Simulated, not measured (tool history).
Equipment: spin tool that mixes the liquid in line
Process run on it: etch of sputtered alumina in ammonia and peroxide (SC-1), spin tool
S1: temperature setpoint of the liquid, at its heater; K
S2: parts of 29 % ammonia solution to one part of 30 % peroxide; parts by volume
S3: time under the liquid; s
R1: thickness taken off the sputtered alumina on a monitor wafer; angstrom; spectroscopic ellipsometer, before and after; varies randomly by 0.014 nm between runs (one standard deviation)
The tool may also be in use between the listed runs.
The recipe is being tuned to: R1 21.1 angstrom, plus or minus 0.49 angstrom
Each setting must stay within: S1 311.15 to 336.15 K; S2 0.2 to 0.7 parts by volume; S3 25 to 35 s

Run 1, hour 0: S1 320.15 K, S2 0.4 parts by volume, S3 35 s. Result: R1 17.829 angstrom.
Run 2, hour 6.7: S1 320.65 K, S2 0.4 parts by volume, S3 35 s. Result: R1 18.355 angstrom.
Run 3, hour 7.5: S1 320.65 K, S2 0.5 parts by volume, S3 35 s. Result: R1 18.75 angstrom.
Run 4, hour 15.2: S1 327.15 K, S2 0.5 parts by volume, S3 35 s. Result: R1 26.796 angstrom.
Run 5, hour 22.4: S1 334.15 K, S2 0.5 parts by volume, S3 35 s. Result: R1 38.545 angstrom.
Run 6, hour 30.6: S1 336.15 K, S2 0.5 parts by volume, S3 35 s. Result: R1 42.136 angstrom.
Run 7, hour 37: S1 334.15 K, S2 0.5 parts by volume, S3 35 s. Result: R1 38.485 angstrom.
Run 8, hour 40.5: S1 332.15 K, S2 0.5 parts by volume, S3 35 s. Result: R1 34.499 angstrom.
Run 9, hour 43.9: S1 330.65 K, S2 0.5 parts by volume, S3 35 s. Result: R1 32.068 angstrom.
Run 10, hour 46.4: S1 330.65 K, S2 0.5 parts by volume, S3 35 s. Result: R1 32.33 angstrom.
Run 11, hour 49.9: S1 329.15 K, S2 0.5 parts by volume, S3 35 s. Result: R1 29.695 angstrom.
Run 12, hour 51.9: S1 328.15 K, S2 0.5 parts by volume, S3 35 s. Result: R1 28.089 angstrom.
Run 13, hour 56.6: S1 327.15 K, S2 0.5 parts by volume, S3 35 s. Result: R1 26.488 angstrom.
Run 14, hour 63.2: S1 326.65 K, S2 0.5 parts by volume, S3 35 s. Result: R1 26.212 angstrom.
Run 15, hour 71: S1 326.65 K, S2 0.5 parts by volume, S3 35 s. Result: R1 26.045 angstrom.
Run 16, hour 78.6: S1 326.15 K, S2 0.5 parts by volume, S3 35 s. Result: R1 25.443 angstrom.
Run 17, hour 82: S1 326.15 K, S2 0.5 parts by volume, S3 35 s. Result: R1 25.591 angstrom.

4 candidate next runs follow, results not yet known. Just one meets every target within its allowed miss. Identify it.
Run A, hour 85.4: S1 330.15 K, S2 0.65 parts by volume, S3 25 s. Result: R1 ?.
Run B, hour 85.4: S1 322.65 K, S2 0.6 parts by volume, S3 35 s. Result: R1 ?.
Run C, hour 85.4: S1 328.15 K, S2 0.45 parts by volume, S3 25 s. Result: R1 ?.
Run D, hour 85.4: S1 335.15 K, S2 0.45 parts by volume, S3 25 s. Result: R1 ?.

move      R1
   A  23.163
   B  21.501
   C  20.129
   D  28.944
A: better than the last run, though not everything is in spec
B: every result lands within tolerance
C: the result that was furthest off in the last run now lies on the other side of its target
D: moves away from the targets compared with the last run
Correct choice: B, which meets every target

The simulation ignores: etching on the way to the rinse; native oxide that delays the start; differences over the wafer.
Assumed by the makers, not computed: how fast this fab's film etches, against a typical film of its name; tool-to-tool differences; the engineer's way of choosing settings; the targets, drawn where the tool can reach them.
